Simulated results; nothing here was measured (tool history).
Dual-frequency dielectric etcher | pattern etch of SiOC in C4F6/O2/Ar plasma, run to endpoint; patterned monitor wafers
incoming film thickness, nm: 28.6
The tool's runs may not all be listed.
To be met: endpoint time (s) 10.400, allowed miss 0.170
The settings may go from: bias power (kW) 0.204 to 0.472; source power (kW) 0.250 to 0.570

| run | hour | bias power (kW) | source power (kW) | endpoint time (s) |
|---|---|---|---|---|
| 1 | 0.0 | 0.338 | 0.410 | 11.864 |
| 2 | 1.8 | 0.279 | 0.410 | 12.461 |
| 3 | 5.4 | 0.316 | 0.420 | 12.021 |
| 4 | 12.8 | 0.341 | 0.420 | 11.807 |
| 5 | 19.3 | 0.365 | 0.430 | 11.515 |
| 6 | 20.2 | 0.404 | 0.430 | 11.232 |
| 7 | 23.6 | 0.417 | 0.440 | 10.924 |
| 8 | 30.9 | 0.462 | 0.450 | 10.667 |
| 9 | 35.0 | 0.464 | 0.460 | 10.614 |

5 next moves are on the table. One of them brings every result within its allowed miss. Which?
| A | 39.1 | 0.472 | 0.480 | ? |
| B | 39.1 | 0.460 | 0.440 | ? |
| C | 39.1 | 0.461 | 0.430 | ? |
| D | 39.1 | 0.433 | 0.450 | ? |
| E | 39.1 | 0.455 | 0.430 | ? |

| move | endpoint time (s) |
|---|---|
| A | 10.475 |
| B | 10.832 |
| C | 10.901 |
| D | 10.933 |
| E | 10.940 |
A: meets every target
B: further off than the last run
C: further off than the last run
D: further off than the last run
E: further off than the last run
Move A is the one to make.
